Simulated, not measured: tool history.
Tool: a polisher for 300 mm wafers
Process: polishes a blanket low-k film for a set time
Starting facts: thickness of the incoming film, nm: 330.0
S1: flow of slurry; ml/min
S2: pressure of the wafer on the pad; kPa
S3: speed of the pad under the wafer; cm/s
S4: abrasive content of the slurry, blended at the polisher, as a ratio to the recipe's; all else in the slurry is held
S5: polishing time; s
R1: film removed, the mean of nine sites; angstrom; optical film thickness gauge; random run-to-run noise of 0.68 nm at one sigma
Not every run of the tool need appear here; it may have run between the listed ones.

run	hour	S1	S2	S3	S4	S5	R1
1	0	260	13.1	110	1	118	524
2	2.6	210	13.1	110	1	118	514.47
3	8.3	210	13.1	110	1.2	118	546.34
4	14.6	210	13.1	110	1.2	118	544.43
5	21.3	210	11	110	1.2	118	465.55
6	24.1	210	11.7	110	1.2	118	502.79
7	28.6	210	12.4	110	1.2	118	516.37
8	37.6	210	13.1	110	1.2	118	549.87
9	45.6	210	13.8	110	1.2	118	581.28

What does the tool deliver on the next run?
10	53.5	210	14.5	110	1.2	118	?

{"run 10": {"R1": 599.08}}
